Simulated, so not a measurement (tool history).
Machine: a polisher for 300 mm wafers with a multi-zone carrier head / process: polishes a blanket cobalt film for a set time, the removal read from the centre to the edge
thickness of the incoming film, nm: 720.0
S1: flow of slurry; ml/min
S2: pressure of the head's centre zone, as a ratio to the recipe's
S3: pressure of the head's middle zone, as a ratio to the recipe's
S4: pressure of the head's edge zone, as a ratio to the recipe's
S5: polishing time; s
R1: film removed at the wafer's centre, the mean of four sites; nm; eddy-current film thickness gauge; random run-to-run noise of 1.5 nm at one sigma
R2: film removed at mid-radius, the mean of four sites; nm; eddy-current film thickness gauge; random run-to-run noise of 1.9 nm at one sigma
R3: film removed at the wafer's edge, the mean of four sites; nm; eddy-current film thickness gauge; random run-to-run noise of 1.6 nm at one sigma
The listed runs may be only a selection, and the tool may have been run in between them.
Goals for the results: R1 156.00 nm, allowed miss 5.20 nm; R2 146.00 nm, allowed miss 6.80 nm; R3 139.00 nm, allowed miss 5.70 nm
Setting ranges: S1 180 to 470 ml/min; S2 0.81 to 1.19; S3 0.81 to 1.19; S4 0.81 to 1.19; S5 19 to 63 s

run  hour   S1    S2    S3    S4  S5      R1      R2      R3
  1   0.0  300  1.00  1.00  1.00  41  240.97  239.40  242.13
  2   5.4  340  1.00  1.00  1.00  41  240.90  244.26  239.24
  3  12.5  340  1.00  1.00  1.00  33  192.90  194.87  194.32
  4  17.6  340  1.09  1.00  1.00  33  212.24  195.98  192.97
  5  25.9  340  1.09  0.93  1.00  33  214.54  180.27  188.25
  6  31.6  340  1.09  1.00  1.00  33  214.17  191.82  192.34
  7  38.5  350  1.07  0.98  0.95  30  190.89  172.19  170.42
  8  47.3  355  1.05  0.98  0.91  29  177.33  169.62  159.86
  9  48.6  355  1.04  0.95  0.88  28  172.49  159.92  155.76
 10  50.7  355  1.04  0.95  0.87  27  166.68  152.75  151.01

Consider the 5 candidate settings below. Which is the only one whose results all fall within their allowed miss of target?
  A  52.8  370  1.05  1.09  0.85  25   ?   ?   ?
  B  52.8  355  0.90  1.00  0.91  27   ?   ?   ?
  C  52.8  430  0.98  1.06  0.87  27   ?   ?   ?
  D  52.8  355  0.91  1.03  0.93  27   ?   ?   ?
  E  52.8  375  1.01  0.93  0.81  26   ?   ?   ?

move      R1      R2      R3
   A  156.77  153.86  134.71
   B  144.78  154.57  149.54
   C  159.47  163.76  147.85
   D  146.41  158.33  150.86
   E  156.82  140.71  137.80
A: brings the result that was furthest off to its target, and leaves another outside
B: as far off as the last run
C: lands further from the targets than the last run did
D: as far off as the last run
E: every result lands within tolerance
Correct choice: E, which meets every target
